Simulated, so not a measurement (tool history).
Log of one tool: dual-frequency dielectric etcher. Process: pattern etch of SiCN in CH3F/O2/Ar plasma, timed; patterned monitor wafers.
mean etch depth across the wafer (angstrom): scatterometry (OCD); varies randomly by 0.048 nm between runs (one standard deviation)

| run | hour | source power (W) | bias power (W) | etch time (s) | mean etch depth across the wafer (angstrom) |
|---|---|---|---|---|---|
| 1 | 0 | 360 | 75 | 37.5 | 141.89 |
| 2 | 2.8 | 380 | 75 | 37.5 | 144.99 |
| 3 | 4.8 | 350 | 70 | 37 | 137.16 |
| 4 | 12.9 | 350 | 70 | 37.5 | 138.26 |
| 5 | 14.3 | 310 | 70 | 37.5 | 134.75 |
| 6 | 22.6 | 300 | 64 | 36.5 | 127.78 |

Run 7 has not been measured yet. What should we expect?
| 7 | 31.4 | 290 | 60 | 36 | ? |

mean etch depth across the wafer (angstrom): 123.16

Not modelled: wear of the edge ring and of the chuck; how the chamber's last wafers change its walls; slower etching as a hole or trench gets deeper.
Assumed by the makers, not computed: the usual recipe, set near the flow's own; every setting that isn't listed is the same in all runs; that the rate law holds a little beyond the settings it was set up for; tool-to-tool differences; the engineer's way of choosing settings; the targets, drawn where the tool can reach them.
